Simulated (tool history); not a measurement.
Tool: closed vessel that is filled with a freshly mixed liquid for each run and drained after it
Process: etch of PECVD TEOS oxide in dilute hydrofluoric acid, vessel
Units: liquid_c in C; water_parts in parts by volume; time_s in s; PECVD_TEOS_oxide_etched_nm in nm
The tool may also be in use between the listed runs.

Run 1, hour 0.0: liquid_c 20.0 C, water_parts 155 parts by volume, time_s 615 s. Result: PECVD_TEOS_oxide_etched_nm 41.136 nm.
Run 2, hour 5.6: liquid_c 19.0 C, water_parts 165 parts by volume, time_s 615 s. Result: PECVD_TEOS_oxide_etched_nm 37.018 nm.
Run 3, hour 8.4: liquid_c 19.0 C, water_parts 165 parts by volume, time_s 615 s. Result: PECVD_TEOS_oxide_etched_nm 37.373 nm.
Run 4, hour 9.5: liquid_c 21.0 C, water_parts 165 parts by volume, time_s 615 s. Result: PECVD_TEOS_oxide_etched_nm 40.489 nm.
Run 5, hour 13.8: liquid_c 21.0 C, water_parts 165 parts by volume, time_s 660 s. Result: PECVD_TEOS_oxide_etched_nm 43.451 nm.
Run 6, hour 18.2: liquid_c 21.0 C, water_parts 205 parts by volume, time_s 660 s. Result: PECVD_TEOS_oxide_etched_nm 33.064 nm.
Run 7, hour 26.5: liquid_c 20.0 C, water_parts 205 parts by volume, time_s 660 s. Result: PECVD_TEOS_oxide_etched_nm 32.186 nm.
Run 8, hour 30.9: liquid_c 19.5 C, water_parts 205 parts by volume, time_s 660 s. Result: PECVD_TEOS_oxide_etched_nm 31.586 nm.

Forecast run 9:
Run 9, hour 31.8: liquid_c 19.0 C, water_parts 205 parts by volume, time_s 660 s. Result: PECVD_TEOS_oxide_etched_nm ?.

{"run 9": {"PECVD_TEOS_oxide_etched_nm": 31.153}}
